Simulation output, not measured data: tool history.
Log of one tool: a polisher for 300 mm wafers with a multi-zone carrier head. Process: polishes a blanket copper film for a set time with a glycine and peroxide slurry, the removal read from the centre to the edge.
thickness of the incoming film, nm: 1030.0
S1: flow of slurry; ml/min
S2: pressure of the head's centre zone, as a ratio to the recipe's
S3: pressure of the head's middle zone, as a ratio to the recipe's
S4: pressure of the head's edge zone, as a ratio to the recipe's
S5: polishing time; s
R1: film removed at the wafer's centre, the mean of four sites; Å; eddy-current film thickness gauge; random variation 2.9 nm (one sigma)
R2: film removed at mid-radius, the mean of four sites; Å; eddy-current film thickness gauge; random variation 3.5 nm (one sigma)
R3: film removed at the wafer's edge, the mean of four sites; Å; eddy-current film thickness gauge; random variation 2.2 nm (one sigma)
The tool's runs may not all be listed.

Run 1, day 0.000: S1 310 ml/min, S2 1.00, S3 1.00, S4 1.00, S5 41 s. Result: R1 2846.4 Å, R2 3014.8 Å, R3 2984.1 Å.
Run 2, day 0.304: S1 340 ml/min, S2 1.00, S3 1.00, S4 1.00, S5 41 s. Result: R1 2933.1 Å, R2 3064.2 Å, R3 2951.7 Å.
Run 3, day 0.338: S1 395 ml/min, S2 1.00, S3 1.00, S4 1.00, S5 41 s. Result: R1 2996.8 Å, R2 3146.7 Å, R3 2983.2 Å.
Run 4, day 0.533: S1 385 ml/min, S2 0.98, S3 0.97, S4 0.99, S5 41 s. Result: R1 2914.3 Å, R2 3016.5 Å, R3 2971.4 Å.
Run 5, day 0.842: S1 380 ml/min, S2 0.96, S3 0.95, S4 0.98, S5 41 s. Result: R1 2883.1 Å, R2 3022.3 Å, R3 2949.3 Å.
Run 6, day 1.104: S1 365 ml/min, S2 0.95, S3 0.93, S4 0.99, S5 40 s. Result: R1 2738.4 Å, R2 2808.8 Å, R3 2922.2 Å.
Run 7, day 1.362: S1 360 ml/min, S2 0.94, S3 0.92, S4 0.98, S5 40 s. Result: R1 2716.0 Å, R2 2797.8 Å, R3 2860.8 Å.
Run 8, day 1.671: S1 350 ml/min, S2 0.93, S3 0.91, S4 0.98, S5 40 s. Result: R1 2653.0 Å, R2 2722.9 Å, R3 2827.7 Å.

Run 9 comes next. What will it give?
Run 9, day 1.762: S1 340 ml/min, S2 0.92, S3 0.90, S4 0.98, S5 40 s. Result: R1 ?, R2 ?, R3 ?.

R1: 2656.4 Å
R2: 2747.8 Å
R3: 2915.2 Å
